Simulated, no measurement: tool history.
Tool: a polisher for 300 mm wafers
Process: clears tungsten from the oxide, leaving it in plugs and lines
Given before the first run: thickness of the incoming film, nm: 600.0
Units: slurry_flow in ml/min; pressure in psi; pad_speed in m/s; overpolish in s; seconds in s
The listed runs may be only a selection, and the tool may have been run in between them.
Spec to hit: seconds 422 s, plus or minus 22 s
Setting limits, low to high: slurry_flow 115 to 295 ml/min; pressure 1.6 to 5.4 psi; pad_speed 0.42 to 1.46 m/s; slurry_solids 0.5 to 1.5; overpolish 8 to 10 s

Run 1, day 0: slurry_flow 190 ml/min, pressure 3.5 psi, pad_speed 0.94 m/s, slurry_solids 1, overpolish 10 s. Result: seconds 163.38 s.
Run 2, day 0.279: slurry_flow 190 ml/min, pressure 3 psi, pad_speed 0.94 m/s, slurry_solids 1, overpolish 10 s. Result: seconds 189.98 s.
Run 3, day 0.417: slurry_flow 185 ml/min, pressure 2.5 psi, pad_speed 0.82 m/s, slurry_solids 1, overpolish 10 s. Result: seconds 256.19 s.
Run 4, day 0.738: slurry_flow 185 ml/min, pressure 2.5 psi, pad_speed 0.82 m/s, slurry_solids 0.9, overpolish 10 s. Result: seconds 268.85 s.
Run 5, day 0.883: slurry_flow 185 ml/min, pressure 2.2 psi, pad_speed 0.82 m/s, slurry_solids 0.9, overpolish 10 s. Result: seconds 295.64 s.
Run 6, day 1.108: slurry_flow 185 ml/min, pressure 2.2 psi, pad_speed 0.82 m/s, slurry_solids 0.9, overpolish 8 s. Result: seconds 302.28 s.
Run 7, day 1.354: slurry_flow 185 ml/min, pressure 2 psi, pad_speed 0.78 m/s, slurry_solids 0.9, overpolish 8 s. Result: seconds 341.08 s.
Run 8, day 1.562: slurry_flow 185 ml/min, pressure 1.9 psi, pad_speed 0.76 m/s, slurry_solids 0.9, overpolish 8 s. Result: seconds 359.81 s.
Run 9, day 1.738: slurry_flow 185 ml/min, pressure 1.9 psi, pad_speed 0.76 m/s, slurry_solids 0.9, overpolish 8 s. Result: seconds 363.68 s.
Run 10, day 1.888: slurry_flow 185 ml/min, pressure 1.9 psi, pad_speed 0.76 m/s, slurry_solids 0.9, overpolish 8 s. Result: seconds 359.04 s.
Run 11, day 1.946: slurry_flow 185 ml/min, pressure 1.8 psi, pad_speed 0.74 m/s, slurry_solids 0.9, overpolish 8 s. Result: seconds 394.4 s.

Next run, 5 choices. One meets every target within its allowed miss, the rest don't. Which?
Run A, day 2.004: slurry_flow 195 ml/min, pressure 2.1 psi, pad_speed 0.68 m/s, slurry_solids 0.95, overpolish 9 s. Result: seconds ?.
Run B, day 2.004: slurry_flow 190 ml/min, pressure 1.7 psi, pad_speed 0.74 m/s, slurry_solids 0.85, overpolish 10 s. Result: seconds ?.
Run C, day 2.004: slurry_flow 200 ml/min, pressure 1.8 psi, pad_speed 0.76 m/s, slurry_solids 0.95, overpolish 8 s. Result: seconds ?.
Run D, day 2.004: slurry_flow 150 ml/min, pressure 1.8 psi, pad_speed 0.84 m/s, slurry_solids 0.85, overpolish 9 s. Result: seconds ?.
Run E, day 2.004: slurry_flow 170 ml/min, pressure 1.9 psi, pad_speed 0.7 m/s, slurry_solids 1.25, overpolish 9 s. Result: seconds ?.

move  seconds
   A   362.14
   B   419.19
   C   375.18
   D   366.53
   E   372.73
A: further off than the last run
B: meets every target
C: further off than the last run
D: further off than the last run
E: further off than the last run
The move that meets every target is B.
